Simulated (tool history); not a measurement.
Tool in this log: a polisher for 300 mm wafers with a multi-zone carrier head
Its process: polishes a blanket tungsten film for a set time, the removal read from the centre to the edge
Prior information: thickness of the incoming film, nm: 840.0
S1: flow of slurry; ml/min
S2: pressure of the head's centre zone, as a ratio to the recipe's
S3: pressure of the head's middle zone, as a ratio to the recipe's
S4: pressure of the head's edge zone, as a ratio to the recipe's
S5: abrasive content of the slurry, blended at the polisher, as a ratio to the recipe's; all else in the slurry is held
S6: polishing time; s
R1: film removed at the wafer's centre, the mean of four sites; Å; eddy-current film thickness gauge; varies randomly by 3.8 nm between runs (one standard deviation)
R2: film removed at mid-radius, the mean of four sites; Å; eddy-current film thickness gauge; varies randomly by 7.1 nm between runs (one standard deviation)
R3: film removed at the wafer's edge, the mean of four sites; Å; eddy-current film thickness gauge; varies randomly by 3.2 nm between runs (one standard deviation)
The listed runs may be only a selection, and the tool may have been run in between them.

Run 1, hour 0: S1 165 ml/min, S2 1, S3 1, S4 1, S5 1, S6 58 s. Result: R1 3545.1 Å, R2 3554.3 Å, R3 3512.6 Å.
Run 2, hour 4: S1 165 ml/min, S2 1, S3 1, S4 1, S5 1.15, S6 58 s. Result: R1 3615.3 Å, R2 3642.7 Å, R3 3613.9 Å.
Run 3, hour 8: S1 165 ml/min, S2 1, S3 1, S4 1, S5 1.15, S6 64 s. Result: R1 3970.3 Å, R2 4029.9 Å, R3 3949.4 Å.
Run 4, hour 12.1: S1 165 ml/min, S2 0.96, S3 1, S4 1, S5 1.15, S6 64 s. Result: R1 3881.5 Å, R2 3995.1 Å, R3 3948.2 Å.
Run 5, hour 19: S1 165 ml/min, S2 0.96, S3 0.96, S4 1, S5 1.15, S6 64 s. Result: R1 3881.8 Å, R2 3854.4 Å, R3 3977.3 Å.
Run 6, hour 23.1: S1 165 ml/min, S2 0.96, S3 0.96, S4 1, S5 1, S6 64 s. Result: R1 3780.5 Å, R2 3743.1 Å, R3 3862.5 Å.
Run 7, hour 26.3: S1 175 ml/min, S2 0.99, S3 0.98, S4 1.02, S5 1.05, S6 64 s. Result: R1 4008.3 Å, R2 3889.9 Å, R3 3969.7 Å.
Run 8, hour 35: S1 185 ml/min, S2 1.01, S3 1.01, S4 1.03, S5 1.1, S6 64 s. Result: R1 4091.6 Å, R2 4079.7 Å, R3 4018.5 Å.
Run 9, hour 38.5: S1 190 ml/min, S2 1.03, S3 1.03, S4 1.04, S5 1.15, S6 64 s. Result: R1 4187.5 Å, R2 4174.8 Å, R3 4111.5 Å.
Run 10, hour 46.9: S1 195 ml/min, S2 1.05, S3 1.05, S4 1.04, S5 1.2, S6 64 s. Result: R1 4347.6 Å, R2 4304.1 Å, R3 4156.7 Å.

Expected results for the next run?
Run 11, hour 50.9: S1 195 ml/min, S2 1.05, S3 1.05, S4 1.04, S5 1.2, S6 64 s. Result: R1 ?, R2 ?, R3 ?.

{"run 11": {"R1": 4302.1, "R2": 4276.3, "R3": 4148.3}}

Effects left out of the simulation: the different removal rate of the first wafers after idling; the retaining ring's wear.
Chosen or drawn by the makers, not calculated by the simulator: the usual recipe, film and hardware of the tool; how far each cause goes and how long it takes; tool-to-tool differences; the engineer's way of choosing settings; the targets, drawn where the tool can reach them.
